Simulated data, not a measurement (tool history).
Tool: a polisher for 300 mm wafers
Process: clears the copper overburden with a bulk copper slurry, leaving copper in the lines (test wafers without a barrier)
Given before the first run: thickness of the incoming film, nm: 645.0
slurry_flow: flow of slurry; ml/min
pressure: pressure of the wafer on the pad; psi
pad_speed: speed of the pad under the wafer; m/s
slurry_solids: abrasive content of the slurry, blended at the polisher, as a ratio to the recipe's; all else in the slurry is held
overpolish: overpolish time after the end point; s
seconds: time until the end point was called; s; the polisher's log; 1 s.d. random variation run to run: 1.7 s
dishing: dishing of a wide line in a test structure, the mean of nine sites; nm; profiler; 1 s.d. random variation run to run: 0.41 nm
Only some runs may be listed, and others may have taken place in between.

run 1 hour=0.0 | slurry_flow=285 pressure=2.5 pad_speed=0.94 slurry_solids=1.00 overpolish=15 | seconds=95.103 dishing=47.579
run 2 hour=5.8 | slurry_flow=285 pressure=2.3 pad_speed=0.94 slurry_solids=1.00 overpolish=13 | seconds=103.340 dishing=42.531
run 3 hour=12.2 | slurry_flow=285 pressure=2.3 pad_speed=0.94 slurry_solids=1.00 overpolish=9 | seconds=103.150 dishing=32.248
run 4 hour=16.1 | slurry_flow=285 pressure=2.3 pad_speed=0.94 slurry_solids=1.00 overpolish=6 | seconds=103.840 dishing=24.581
run 5 hour=22.0 | slurry_flow=285 pressure=1.7 pad_speed=0.94 slurry_solids=1.00 overpolish=6 | seconds=135.960 dishing=18.344
run 6 hour=22.8 | slurry_flow=285 pressure=1.7 pad_speed=0.94 slurry_solids=1.15 overpolish=6 | seconds=132.050 dishing=19.634

What does the tool deliver on the next run?
run 7 hour=26.1 | slurry_flow=290 pressure=1.8 pad_speed=0.92 slurry_solids=1.20 overpolish=7 | seconds=? dishing=?

{"run 7": {"seconds": 128.98, "dishing": 23.432}}
